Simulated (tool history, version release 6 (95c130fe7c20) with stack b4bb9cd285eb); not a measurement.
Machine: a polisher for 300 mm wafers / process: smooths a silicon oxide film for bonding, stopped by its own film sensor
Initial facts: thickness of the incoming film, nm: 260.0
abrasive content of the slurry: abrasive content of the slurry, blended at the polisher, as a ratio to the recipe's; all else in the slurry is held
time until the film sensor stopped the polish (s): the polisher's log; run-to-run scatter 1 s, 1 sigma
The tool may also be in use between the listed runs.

run	day	flow of slurry (ml/min)	pressure of the wafer on the pad (psi)	speed of the pad under the wafer (m/s)	abrasive content of the slurry	target thickness at which the film sensor stops the polish (Å)	time until the film sensor stopped the polish (s)
1	0	250	2.1	0.8	1	2370	36.536
2	0.083	250	2.1	0.8	1	2370	36.844
3	0.233	250	1.9	0.78	1	2370	41.815
4	0.412	225	1.9	0.78	1	2370	41.493
5	0.529	225	1.8	0.78	1	2370	45.504
6	0.712	225	2.3	0.78	1	2370	34.093
7	0.838	225	1.7	0.72	1	2370	50.543
8	0.862	225	1.6	0.72	1	2370	51.258
9	1.058	225	1.1	0.68	1	2370	81.286

Expected results for the next run?
10	1.204	225	1.2	0.68	1	2370	?

{"run 10": {"time until the film sensor stopped the polish (s)": 73.505}}
